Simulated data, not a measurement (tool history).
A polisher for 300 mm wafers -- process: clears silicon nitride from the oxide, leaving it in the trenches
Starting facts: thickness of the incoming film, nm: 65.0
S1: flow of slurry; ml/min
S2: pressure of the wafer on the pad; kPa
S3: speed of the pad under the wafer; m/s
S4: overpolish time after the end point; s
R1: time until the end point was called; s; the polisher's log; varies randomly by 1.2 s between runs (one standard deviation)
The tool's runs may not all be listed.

run 1 hour=0.0 | S1=130 S2=13.1 S3=0.94 S4=24 | R1=127.160
run 2 hour=2.0 | S1=130 S2=13.1 S3=1.12 S4=24 | R1=109.280
run 3 hour=8.4 | S1=130 S2=13.8 S3=1.12 S4=24 | R1=104.910
run 4 hour=9.4 | S1=130 S2=12.4 S3=1.12 S4=24 | R1=113.870
run 5 hour=10.4 | S1=150 S2=12.4 S3=1.12 S4=24 | R1=115.060
run 6 hour=11.8 | S1=150 S2=13.1 S3=1.12 S4=24 | R1=109.210
run 7 hour=17.5 | S1=150 S2=13.8 S3=1.12 S4=24 | R1=106.780
run 8 hour=23.1 | S1=150 S2=14.5 S3=1.12 S4=24 | R1=98.174
run 9 hour=30.1 | S1=150 S2=15.2 S3=1.12 S4=24 | R1=93.822

Run 10, settings as shown, results not yet in. Your forecast:
run 10 hour=36.2 | S1=150 S2=15.9 S3=1.12 S4=24 | R1=?

Run 10 gave R1 92.397 s.

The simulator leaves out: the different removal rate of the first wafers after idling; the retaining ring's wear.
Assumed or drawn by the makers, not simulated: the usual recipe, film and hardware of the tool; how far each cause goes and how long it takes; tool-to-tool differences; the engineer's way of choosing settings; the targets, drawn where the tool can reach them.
